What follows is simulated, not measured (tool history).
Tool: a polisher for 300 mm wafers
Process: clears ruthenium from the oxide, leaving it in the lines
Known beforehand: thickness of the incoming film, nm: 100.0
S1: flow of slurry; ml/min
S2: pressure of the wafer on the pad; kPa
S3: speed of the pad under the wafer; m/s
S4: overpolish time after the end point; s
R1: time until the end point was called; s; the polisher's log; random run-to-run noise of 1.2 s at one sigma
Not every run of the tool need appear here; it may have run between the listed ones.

| run | day | S1 | S2 | S3 | S4 | R1 |
|---|---|---|---|---|---|---|
| 1 | 0.000 | 265 | 9.7 | 1.04 | 13 | 169.96 |
| 2 | 0.254 | 265 | 9.7 | 1.12 | 13 | 162.24 |
| 3 | 0.454 | 265 | 9.7 | 1.12 | 10 | 162.24 |
| 4 | 0.512 | 265 | 7.6 | 1.12 | 10 | 202.28 |
| 5 | 0.738 | 265 | 7.6 | 1.04 | 10 | 212.55 |
| 6 | 1.104 | 265 | 9.0 | 1.04 | 10 | 184.09 |
| 7 | 1.446 | 265 | 10.3 | 1.04 | 10 | 158.75 |

What does the tool deliver on the next run?
|  | 1.758 | worn pad replaced by a new one |
| 8 | 1.758 | 265 | 11.0 | 1.04 | 10 | ? |

Run 8 gave R1 135.95 s.
